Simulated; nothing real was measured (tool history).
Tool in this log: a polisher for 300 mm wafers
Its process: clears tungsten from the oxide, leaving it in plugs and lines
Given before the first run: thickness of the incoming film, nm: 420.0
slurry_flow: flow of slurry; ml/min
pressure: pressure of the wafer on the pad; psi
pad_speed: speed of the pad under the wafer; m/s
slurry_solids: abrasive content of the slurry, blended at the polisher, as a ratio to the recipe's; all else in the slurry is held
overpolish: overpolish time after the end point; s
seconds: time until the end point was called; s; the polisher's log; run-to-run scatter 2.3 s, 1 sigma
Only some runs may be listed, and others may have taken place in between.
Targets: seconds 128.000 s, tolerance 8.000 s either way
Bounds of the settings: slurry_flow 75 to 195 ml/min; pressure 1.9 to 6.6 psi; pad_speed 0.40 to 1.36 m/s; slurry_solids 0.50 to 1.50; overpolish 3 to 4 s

run	hour	slurry_flow	pressure	pad_speed	slurry_solids	overpolish	seconds
1	0.0	125	4.2	0.88	1.00	4	85.911
2	7.5	125	4.0	0.88	1.00	4	90.883
3	9.6	125	3.8	0.88	1.00	4	94.548
4	13.4	125	3.6	0.88	1.00	4	99.924
5	18.5	125	3.5	0.88	1.00	4	103.370
6	22.5	125	3.4	0.88	1.00	4	102.450
7	24.4	125	3.3	0.88	1.00	4	107.770
8	29.0	125	3.2	0.88	1.00	4	110.670
9	35.4	120	2.6	0.86	1.00	4	140.640
10	39.3	120	2.6	0.86	1.00	4	143.530

Which single option among these 4 for the next run brings every result within its allowed miss of target? Just one does.
A	43.2	105	2.4	0.78	1.00	3	?
B	43.2	100	2.4	0.88	0.95	4	?
C	43.2	100	2.3	0.82	1.00	4	?
D	43.2	90	3.4	0.82	0.65	3	?

move	seconds
A	171.620
B	155.180
C	171.490
D	128.560
A: lands further from the targets than the last run did
B: lands further from the targets than the last run did
C: lands further from the targets than the last run did
D: meets every target
D meets every target.
